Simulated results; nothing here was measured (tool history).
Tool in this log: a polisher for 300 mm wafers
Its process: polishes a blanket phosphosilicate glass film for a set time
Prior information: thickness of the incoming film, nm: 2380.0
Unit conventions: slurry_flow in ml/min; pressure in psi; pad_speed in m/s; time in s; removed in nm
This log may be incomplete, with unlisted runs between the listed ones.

run	hour	slurry_flow	pressure	pad_speed	slurry_solids	time	removed
1	0.0	305	3.7	1.30	1.00	38	475.05
2	1.9	305	3.7	0.98	1.00	38	375.42
3	9.4	305	3.7	0.98	1.20	38	424.47
4	15.0	305	3.5	0.94	1.20	38	393.00
5	20.1	305	3.5	0.94	1.05	38	355.53
6	26.9	305	2.6	0.94	1.05	38	279.59
7	33.8	305	2.5	0.90	1.05	38	259.14

What will run 8 give?
8	40.2	305	2.4	0.86	1.05	38	?

{"run 8": {"removed": 244.13}}

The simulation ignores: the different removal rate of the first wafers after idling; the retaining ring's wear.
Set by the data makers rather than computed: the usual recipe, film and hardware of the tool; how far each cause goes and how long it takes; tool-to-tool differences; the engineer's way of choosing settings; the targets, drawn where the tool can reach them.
